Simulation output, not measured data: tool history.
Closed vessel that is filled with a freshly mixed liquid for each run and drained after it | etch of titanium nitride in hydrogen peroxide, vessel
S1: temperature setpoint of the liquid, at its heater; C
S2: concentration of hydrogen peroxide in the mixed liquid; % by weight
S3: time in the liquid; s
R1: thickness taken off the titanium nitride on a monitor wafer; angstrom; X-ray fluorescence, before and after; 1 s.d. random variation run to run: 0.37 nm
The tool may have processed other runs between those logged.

run 1 hour=0 | S1=55 S2=18 S3=190 | R1=219.3
run 2 hour=6.1 | S1=60.5 S2=18 S3=190 | R1=319
run 3 hour=12.2 | S1=66 S2=18 S3=190 | R1=461.33
run 4 hour=18.3 | S1=59 S2=18 S3=190 | R1=287.44
run 5 hour=27.5 | S1=59 S2=15.5 S3=190 | R1=278.29
run 6 hour=35.9 | S1=59 S2=15.5 S3=135 | R1=198.16
run 7 hour=40.9 | S1=61.5 S2=17 S3=135 | R1=241.62

What does the tool deliver on the next run?
run 8 hour=43.2 | S1=61.5 S2=17 S3=135 | R1=?

R1: 241.32 angstrom

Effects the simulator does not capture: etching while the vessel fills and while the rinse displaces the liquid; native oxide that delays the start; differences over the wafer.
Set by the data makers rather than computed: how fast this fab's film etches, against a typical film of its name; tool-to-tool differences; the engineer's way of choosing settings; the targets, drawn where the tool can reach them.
